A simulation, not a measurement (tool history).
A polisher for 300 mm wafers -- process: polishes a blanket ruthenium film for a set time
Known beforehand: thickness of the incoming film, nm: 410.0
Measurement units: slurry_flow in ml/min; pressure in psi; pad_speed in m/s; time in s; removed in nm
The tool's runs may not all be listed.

run    day  slurry_flow  pressure  pad_speed  time  removed
  1      0          280       1.9       1.26    96    152.9
  2  0.346          280       1.8       1.26    96   140.74
  3  0.596          280       1.7       1.26    96   135.39
  4   0.85          280       1.6       1.26    96   126.94
  5  1.012          280         2       1.26    96   154.91
  6   1.25          280       1.9       1.26    96    147.2
  7  1.529          280       1.8       1.26    96   142.18
  8  1.762          280       1.7       1.26    96   133.25

What will run 9 give?
  9  1.933          280       1.6       1.26    96        ?

Run 9 yielded removed 127.65 nm.
